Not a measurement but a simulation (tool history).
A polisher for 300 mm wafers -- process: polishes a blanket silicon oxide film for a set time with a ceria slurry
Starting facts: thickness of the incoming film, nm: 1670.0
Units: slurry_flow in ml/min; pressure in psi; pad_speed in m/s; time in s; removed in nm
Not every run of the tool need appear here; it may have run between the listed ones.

run  hour  slurry_flow  pressure  pad_speed  time  removed
  1     0          235         4          1    62   287.45
  2   3.9          230       3.5       0.92    62    233.3
  3   8.2          225       3.1       0.86    62   198.46
  4  12.4          225       3.1        0.7    62   166.96
  5  16.9          225       2.8       0.68    62   147.57
  6  23.7          225       2.6       0.68    62   138.58
  7  30.7          225       2.6       0.68    62   139.91
  8  36.6          225       2.4       0.68    62   129.43
  9  45.3          225       2.3       0.68    62   123.53

Run 10, settings as shown, results not yet in. Your forecast:
 10  52.6          215         2       0.68    62        ?

Run 10 gave removed 106.59 nm.

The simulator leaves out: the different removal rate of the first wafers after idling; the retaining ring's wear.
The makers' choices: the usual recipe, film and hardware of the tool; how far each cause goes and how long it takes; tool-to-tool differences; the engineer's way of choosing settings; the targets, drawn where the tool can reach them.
